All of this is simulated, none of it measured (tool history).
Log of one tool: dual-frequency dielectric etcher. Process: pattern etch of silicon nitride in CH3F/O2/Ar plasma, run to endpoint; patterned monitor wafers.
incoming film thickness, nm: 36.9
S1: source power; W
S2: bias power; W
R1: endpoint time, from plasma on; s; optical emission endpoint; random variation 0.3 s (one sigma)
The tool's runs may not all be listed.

run  hour   S1   S2      R1
  1   0.0  520   97  47.644
  2   1.5  590   97  45.771
  3   8.3  610  101  44.289
  4   9.6  630  104  43.929
  5  10.9  650  108  42.718
  6  16.5  650  116  41.780

Run 7 comes next. What will it give?
  7  24.4  660  118   ?

R1: 42.009 s
